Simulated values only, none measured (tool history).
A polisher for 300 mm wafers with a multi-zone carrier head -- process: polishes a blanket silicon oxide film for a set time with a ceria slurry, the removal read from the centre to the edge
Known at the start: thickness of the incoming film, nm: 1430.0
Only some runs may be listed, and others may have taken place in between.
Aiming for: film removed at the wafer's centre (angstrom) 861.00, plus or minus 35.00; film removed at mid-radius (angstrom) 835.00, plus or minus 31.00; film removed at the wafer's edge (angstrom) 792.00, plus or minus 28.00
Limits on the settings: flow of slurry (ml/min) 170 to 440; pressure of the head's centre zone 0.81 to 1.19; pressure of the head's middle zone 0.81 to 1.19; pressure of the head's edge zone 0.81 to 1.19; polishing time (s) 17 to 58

run,hour,flow of slurry (ml/min),pressure of the head's centre zone,pressure of the head's middle zone,pressure of the head's edge zone,polishing time (s),film removed at the wafer's centre (angstrom),film removed at mid-radius (angstrom),film removed at the wafer's edge (angstrom)
1,0.0,280,1.00,1.00,1.00,37,1002.40,1042.10,1008.10
2,4.8,280,1.00,1.00,1.00,32,899.71,884.68,878.14
3,10.0,280,1.00,1.00,0.98,32,878.61,902.19,875.76
4,17.4,280,1.05,1.00,0.98,32,930.14,904.27,868.64
5,19.1,280,1.05,1.00,0.98,23,662.85,656.82,638.19
6,24.9,280,1.05,1.00,0.93,23,666.97,655.79,625.30
7,33.1,285,1.06,1.01,0.95,24,707.50,684.19,654.98
8,34.6,290,1.07,1.02,0.97,24,729.16,678.96,660.90
9,42.9,290,1.06,1.03,0.97,25,739.01,725.16,682.93
10,50.5,295,1.06,1.04,0.99,25,746.70,716.97,682.81
11,52.5,295,1.06,1.04,0.99,25,740.63,724.71,684.36
12,55.0,295,1.06,1.04,1.00,26,764.00,768.70,719.28
13,62.8,300,1.07,1.04,1.01,26,774.10,762.07,727.15
14,65.3,305,1.08,1.05,1.02,26,797.22,767.08,715.51
15,66.0,305,1.08,1.05,1.02,26,783.75,773.78,722.69
16,66.9,330,1.13,1.09,1.12,28,887.59,853.85,826.48
17,68.8,330,1.13,1.09,1.11,28,876.38,861.65,819.80

Which one of the following 4 next-run settings gets every result inside its allowed miss? There is exactly one.
A,70.7,375,1.07,1.03,0.99,28,?,?,?
B,70.7,220,1.12,1.15,1.16,29,?,?,?
C,70.7,425,1.16,1.04,1.09,28,?,?,?
D,70.7,365,0.97,0.95,1.19,30,?,?,?

move,film removed at the wafer's centre (angstrom),film removed at mid-radius (angstrom),film removed at the wafer's edge (angstrom)
A,853.82,831.57,789.12
B,879.35,902.19,851.90
C,935.08,845.17,832.85
D,826.43,830.83,927.00
A: every result lands within tolerance
B: misses by more than the last run did
C: misses by more than the last run did
D: misses by more than the last run did
A is the move that brings every result within its allowed miss.
